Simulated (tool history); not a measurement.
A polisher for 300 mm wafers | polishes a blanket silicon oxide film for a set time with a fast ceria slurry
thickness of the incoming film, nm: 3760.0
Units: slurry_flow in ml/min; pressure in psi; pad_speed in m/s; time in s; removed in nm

| run | day | slurry_flow | pressure | pad_speed | time | removed |
|---|---|---|---|---|---|---|
| 1 | 0.000 | 290 | 3.3 | 1.10 | 75 | 1451.9 |
| 2 | 0.204 | 290 | 3.2 | 1.10 | 75 | 1440.4 |
| 3 | 0.483 | 290 | 3.2 | 1.22 | 75 | 1602.8 |
| 4 | 0.858 | 290 | 3.1 | 1.22 | 75 | 1548.7 |
| 5 | 1.029 | 290 | 3.0 | 1.22 | 75 | 1508.5 |
| 6 | 1.083 | 240 | 3.0 | 1.22 | 75 | 1487.8 |
| 7 | 1.108 | 240 | 2.9 | 1.22 | 75 | 1449.9 |
| 8 | 1.162 | 240 | 2.8 | 1.22 | 75 | 1406.1 |

Forecast run 9:
| 9 | 1.288 | 240 | 2.7 | 1.22 | 75 | ? |

removed: 1397.2 nm
